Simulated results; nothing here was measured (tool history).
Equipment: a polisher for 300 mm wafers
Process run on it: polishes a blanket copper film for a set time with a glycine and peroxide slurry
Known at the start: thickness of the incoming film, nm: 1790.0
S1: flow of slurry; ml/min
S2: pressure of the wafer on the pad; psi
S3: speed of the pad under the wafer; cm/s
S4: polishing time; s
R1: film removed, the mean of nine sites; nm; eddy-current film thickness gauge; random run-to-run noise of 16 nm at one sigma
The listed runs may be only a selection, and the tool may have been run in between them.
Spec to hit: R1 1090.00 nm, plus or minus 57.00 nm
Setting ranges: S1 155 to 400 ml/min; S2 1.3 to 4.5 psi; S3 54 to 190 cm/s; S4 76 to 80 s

run	day	S1	S2	S3	S4	R1
1	0.000	255	2.9	122	76	566.23
2	0.058	255	3.2	126	76	627.36
3	0.212	255	3.2	156	76	729.74
4	0.354	255	3.2	156	76	757.43
5	0.500	255	3.2	134	76	646.23
6	0.675	255	3.4	140	76	720.35
7	0.762	255	3.6	144	76	780.70
8	1.071	255	3.7	146	76	806.02
9	1.196	255	3.8	148	76	835.67
10	1.558	255	3.9	150	76	866.22
11	1.842	255	3.9	150	76	853.25
12	1.950	255	3.9	150	76	827.35
13	2.025	255	4.0	154	76	888.88
14	2.388	255	4.1	156	76	907.76
15	2.729	255	4.2	158	76	945.01

Exactly one of the 4 candidate moves below puts every result within its allowed miss. Which one?
A	3.071	255	4.1	164	76	?
B	3.071	370	4.4	152	76	?
C	3.071	240	4.5	172	76	?
D	3.071	270	4.4	152	77	?

move	R1
A	965.89
B	991.25
C	1085.50
D	975.82
A: an improvement on the last run, though not all results are within tolerance
B: an improvement on the last run, though not all results are within tolerance
C: hits every target within its allowed miss
D: an improvement on the last run, though not all results are within tolerance
C is the move that brings every result within its allowed miss.
